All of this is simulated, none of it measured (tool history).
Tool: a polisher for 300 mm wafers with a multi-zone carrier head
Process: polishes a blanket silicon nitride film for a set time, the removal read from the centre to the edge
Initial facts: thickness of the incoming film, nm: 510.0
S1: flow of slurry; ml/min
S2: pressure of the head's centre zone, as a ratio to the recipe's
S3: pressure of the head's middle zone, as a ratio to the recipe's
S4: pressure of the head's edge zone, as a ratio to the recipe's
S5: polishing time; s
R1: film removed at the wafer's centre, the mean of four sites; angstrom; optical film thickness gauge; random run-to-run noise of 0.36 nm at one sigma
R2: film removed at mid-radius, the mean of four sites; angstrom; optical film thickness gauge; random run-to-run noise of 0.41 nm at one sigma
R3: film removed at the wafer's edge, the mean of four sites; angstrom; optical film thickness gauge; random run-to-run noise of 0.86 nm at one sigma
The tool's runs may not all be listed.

run 1 hour=0 | S1=320 S2=1 S3=1 S4=1 S5=87 | R1=889.28 R2=886.45 R3=881.16
run 2 hour=7.8 | S1=315 S2=0.99 S3=0.96 S4=0.97 S5=80 | R1=808.75 R2=789.51 R3=784.79
run 3 hour=14.4 | S1=305 S2=0.98 S3=0.92 S4=0.97 S5=75 | R1=757.38 R2=712.34 R3=743.37
run 4 hour=21.6 | S1=305 S2=0.98 S3=0.88 S4=0.97 S5=75 | R1=747.12 R2=684.19 R3=753.93
run 5 hour=26.8 | S1=305 S2=0.89 S3=0.88 S4=0.97 S5=75 | R1=683.91 R2=680.42 R3=759.1
run 6 hour=30.7 | S1=300 S2=0.9 S3=0.86 S4=0.94 S5=71 | R1=649.19 R2=637.44 R3=687.86
run 7 hour=35.3 | S1=265 S2=0.96 S3=0.81 S4=0.93 S5=59 | R1=567.82 R2=495.05 R3=571.26
run 8 hour=42.7 | S1=285 S2=0.96 S3=0.82 S4=0.93 S5=59 | R1=575.79 R2=500.76 R3=560.77
run 9 hour=48.7 | S1=285 S2=0.96 S3=0.82 S4=0.93 S5=59 | R1=573.04 R2=512.61 R3=559.15
run 10 hour=51.9 | S1=295 S2=0.96 S3=0.82 S4=0.94 S5=59 | R1=572.28 R2=500.43 R3=572.15

For run 11, what comes out?
run 11 hour=57.4 | S1=295 S2=0.96 S3=0.83 S4=0.94 S5=59 | R1=? R2=? R3=?

{"run 11": {"R1": 572.49, "R2": 510.78, "R3": 577.16}}

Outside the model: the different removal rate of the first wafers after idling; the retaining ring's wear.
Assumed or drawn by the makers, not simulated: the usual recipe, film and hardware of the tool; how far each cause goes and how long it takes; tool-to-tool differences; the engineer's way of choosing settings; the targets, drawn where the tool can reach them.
